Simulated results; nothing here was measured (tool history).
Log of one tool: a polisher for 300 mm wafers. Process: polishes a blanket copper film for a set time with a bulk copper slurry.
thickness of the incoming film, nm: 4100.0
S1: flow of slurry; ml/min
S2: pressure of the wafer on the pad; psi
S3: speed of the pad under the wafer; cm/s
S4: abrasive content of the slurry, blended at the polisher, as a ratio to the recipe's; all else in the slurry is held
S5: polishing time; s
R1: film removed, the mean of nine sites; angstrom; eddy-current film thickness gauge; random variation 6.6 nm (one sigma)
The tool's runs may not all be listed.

{"run": 1, "day": 0.0, "S1": 225, "S2": 2.2, "S3": 90, "S4": 1.0, "S5": 66, "R1": 3617.1}
{"run": 2, "day": 0.062, "S1": 185, "S2": 2.2, "S3": 90, "S4": 1.0, "S5": 66, "R1": 3470.3}
{"run": 3, "day": 0.133, "S1": 200, "S2": 2.5, "S3": 90, "S4": 1.0, "S5": 66, "R1": 3905.3}
{"run": 4, "day": 0.404, "S1": 210, "S2": 2.8, "S3": 90, "S4": 1.0, "S5": 66, "R1": 4279.9}
{"run": 5, "day": 0.442, "S1": 215, "S2": 3.0, "S3": 90, "S4": 1.0, "S5": 66, "R1": 4410.1}
{"run": 6, "day": 0.692, "S1": 215, "S2": 3.0, "S3": 80, "S4": 1.0, "S5": 66, "R1": 4154.2}

Forecast run 7:
{"run": 7, "day": 0.804, "S1": 215, "S2": 3.2, "S3": 84, "S4": 1.0, "S5": 66, "R1": "?"}

Run 7 gave R1 4459.9 angstrom.
